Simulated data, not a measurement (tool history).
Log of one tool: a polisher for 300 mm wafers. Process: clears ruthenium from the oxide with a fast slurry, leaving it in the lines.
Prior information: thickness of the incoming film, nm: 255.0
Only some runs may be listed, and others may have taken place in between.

run,hour,flow of slurry (ml/min),pressure of the wafer on the pad (psi),speed of the pad under the wafer (cm/s),abrasive content of the slurry,overpolish time after the end point (s),time until the end point was called (s),dishing of a wide line in a test structure (Å)
1,0.0,190,3.0,78,1.0,11,81.050,225.89
2,0.6,190,3.0,90,1.0,11,72.456,248.08
3,5.9,185,2.9,90,1.0,12,74.187,256.10
4,7.1,220,2.9,90,1.0,12,71.109,258.57
5,9.4,210,2.8,90,1.0,13,75.239,267.37
6,11.9,205,2.7,90,1.0,14,76.639,273.93

Run 7, settings as shown, results not yet in. Your forecast:
7,17.4,200,2.7,90,1.0,15,?,?

Logged for run 7: time until the end point was called (s) 76.025, dishing of a wide line in a test structure (Å) 284.91.
